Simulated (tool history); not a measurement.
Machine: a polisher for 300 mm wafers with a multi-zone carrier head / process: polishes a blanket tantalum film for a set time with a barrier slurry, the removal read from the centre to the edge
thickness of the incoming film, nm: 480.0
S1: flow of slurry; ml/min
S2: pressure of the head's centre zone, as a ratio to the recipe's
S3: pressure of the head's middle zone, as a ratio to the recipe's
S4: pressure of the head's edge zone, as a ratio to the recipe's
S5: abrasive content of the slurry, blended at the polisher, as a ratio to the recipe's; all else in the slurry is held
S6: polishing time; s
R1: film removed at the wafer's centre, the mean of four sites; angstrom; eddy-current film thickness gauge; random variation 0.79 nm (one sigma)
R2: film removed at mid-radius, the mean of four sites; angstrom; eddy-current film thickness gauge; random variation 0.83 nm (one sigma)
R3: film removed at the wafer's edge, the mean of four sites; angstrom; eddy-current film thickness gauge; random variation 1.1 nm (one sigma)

| run | hour | S1 | S2 | S3 | S4 | S5 | S6 | R1 | R2 | R3 |
|---|---|---|---|---|---|---|---|---|---|---|
| 1 | 0.0 | 285 | 1.00 | 1.00 | 1.00 | 1.00 | 46 | 765.68 | 772.44 | 756.34 |
| 2 | 7.1 | 285 | 0.98 | 1.01 | 1.04 | 1.10 | 47 | 781.94 | 819.27 | 815.38 |
| 3 | 8.5 | 290 | 0.97 | 1.02 | 1.07 | 1.20 | 48 | 836.49 | 859.38 | 862.39 |
| 4 | 13.7 | 350 | 0.97 | 1.02 | 1.07 | 1.20 | 48 | 835.39 | 883.10 | 863.10 |
| 5 | 17.3 | 340 | 0.94 | 1.03 | 1.09 | 1.25 | 49 | 831.68 | 908.08 | 884.43 |
| 6 | 25.9 | 340 | 0.94 | 1.03 | 1.01 | 1.25 | 49 | 834.97 | 911.09 | 868.27 |
| 7 | 33.8 | 325 | 0.92 | 1.03 | 1.03 | 1.30 | 50 | 839.16 | 929.16 | 898.17 |
| 8 | 36.9 | 310 | 0.90 | 1.03 | 1.05 | 1.35 | 51 | 837.91 | 957.58 | 940.31 |
| 9 | 40.5 | 300 | 0.90 | 1.03 | 1.07 | 1.40 | 52 | 855.66 | 982.05 | 969.58 |
| 10 | 47.9 | 295 | 0.90 | 1.03 | 1.09 | 1.40 | 52 | 862.58 | 985.42 | 979.94 |
| 11 | 50.3 | 290 | 0.90 | 1.03 | 1.10 | 1.40 | 52 | 860.80 | 985.59 | 993.97 |
| 12 | 57.7 | 285 | 0.90 | 1.04 | 1.11 | 1.40 | 52 | 871.92 | 984.13 | 972.06 |

Estimate the outcome of run 13 from the log above:
| 13 | 59.6 | 290 | 0.89 | 1.04 | 1.12 | 1.40 | 52 | ? | ? | ? |

Run 13 measured R1 843.14 angstrom, R2 1000.80 angstrom, R3 979.89 angstrom.

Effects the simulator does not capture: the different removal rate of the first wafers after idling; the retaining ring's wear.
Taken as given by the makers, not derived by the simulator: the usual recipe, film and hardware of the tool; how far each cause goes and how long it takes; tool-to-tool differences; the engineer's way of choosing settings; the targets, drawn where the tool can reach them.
